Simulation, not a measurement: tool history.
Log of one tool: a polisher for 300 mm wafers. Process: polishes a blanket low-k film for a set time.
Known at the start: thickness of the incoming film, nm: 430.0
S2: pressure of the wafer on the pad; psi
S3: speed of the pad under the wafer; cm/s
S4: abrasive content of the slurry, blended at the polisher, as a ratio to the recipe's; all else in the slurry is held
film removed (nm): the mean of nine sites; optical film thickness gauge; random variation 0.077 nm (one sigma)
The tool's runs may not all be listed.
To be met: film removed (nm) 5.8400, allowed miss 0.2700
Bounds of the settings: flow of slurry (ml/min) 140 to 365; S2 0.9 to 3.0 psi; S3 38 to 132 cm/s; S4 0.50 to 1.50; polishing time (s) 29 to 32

{"run": 1, "hour": 0.0, "flow of slurry (ml/min)": 235, "S2": 1.9, "S3": 84, "S4": 1.0, "polishing time (s)": 32, "film removed (nm)": 12.862}
{"run": 2, "hour": 0.8, "flow of slurry (ml/min)": 235, "S2": 1.5, "S3": 84, "S4": 1.0, "polishing time (s)": 32, "film removed (nm)": 10.367}
{"run": 3, "hour": 9.4, "flow of slurry (ml/min)": 235, "S2": 1.4, "S3": 78, "S4": 1.0, "polishing time (s)": 32, "film removed (nm)": 9.0405}
{"run": 4, "hour": 13.5, "flow of slurry (ml/min)": 235, "S2": 1.4, "S3": 78, "S4": 1.0, "polishing time (s)": 32, "film removed (nm)": 9.1916}
{"run": 5, "hour": 16.5, "flow of slurry (ml/min)": 235, "S2": 1.4, "S3": 98, "S4": 1.0, "polishing time (s)": 32, "film removed (nm)": 11.022}
{"run": 6, "hour": 25.5, "flow of slurry (ml/min)": 235, "S2": 1.3, "S3": 90, "S4": 1.0, "polishing time (s)": 32, "film removed (nm)": 9.6405}
{"run": 7, "hour": 32.2, "flow of slurry (ml/min)": 235, "S2": 1.2, "S3": 84, "S4": 1.0, "polishing time (s)": 32, "film removed (nm)": 8.711}
{"run": 8, "hour": 38.8, "flow of slurry (ml/min)": 235, "S2": 1.1, "S3": 80, "S4": 1.0, "polishing time (s)": 32, "film removed (nm)": 7.5569}
{"run": 9, "hour": 43.0, "flow of slurry (ml/min)": 235, "S2": 1.1, "S3": 78, "S4": 1.0, "polishing time (s)": 32, "film removed (nm)": 7.325}
{"run": 10, "hour": 49.2, "flow of slurry (ml/min)": 235, "S2": 1.1, "S3": 76, "S4": 1.0, "polishing time (s)": 32, "film removed (nm)": 7.1885}
{"run": 11, "hour": 55.6, "flow of slurry (ml/min)": 235, "S2": 1.1, "S3": 74, "S4": 1.0, "polishing time (s)": 32, "film removed (nm)": 6.9553}
{"run": 12, "hour": 59.2, "flow of slurry (ml/min)": 235, "S2": 1.0, "S3": 72, "S4": 1.0, "polishing time (s)": 32, "film removed (nm)": 6.3764}
{"run": 13, "hour": 61.7, "flow of slurry (ml/min)": 235, "S2": 0.9, "S3": 70, "S4": 1.0, "polishing time (s)": 32, "film removed (nm)": 5.4307}

Which of these 4 next moves meets every target?
{"run": "A", "hour": 64.2, "flow of slurry (ml/min)": 180, "S2": 0.9, "S3": 70, "S4": 0.95, "polishing time (s)": 30, "film removed (nm)": "?"}
{"run": "B", "hour": 64.2, "flow of slurry (ml/min)": 265, "S2": 0.9, "S3": 72, "S4": 1.1, "polishing time (s)": 31, "film removed (nm)": "?"}
{"run": "C", "hour": 64.2, "flow of slurry (ml/min)": 200, "S2": 0.9, "S3": 66, "S4": 1.15, "polishing time (s)": 30, "film removed (nm)": "?"}
{"run": "D", "hour": 64.2, "flow of slurry (ml/min)": 220, "S2": 1.1, "S3": 72, "S4": 0.95, "polishing time (s)": 32, "film removed (nm)": "?"}

move=A film_removed_(nm)=4.9925
move=B film_removed_(nm)=5.8331
move=C film_removed_(nm)=5.2199
move=D film_removed_(nm)=6.7210
A: further off than the last run
B: meets every target
C: further off than the last run
D: takes the result that was furthest off past its target
Move B is the one to make.
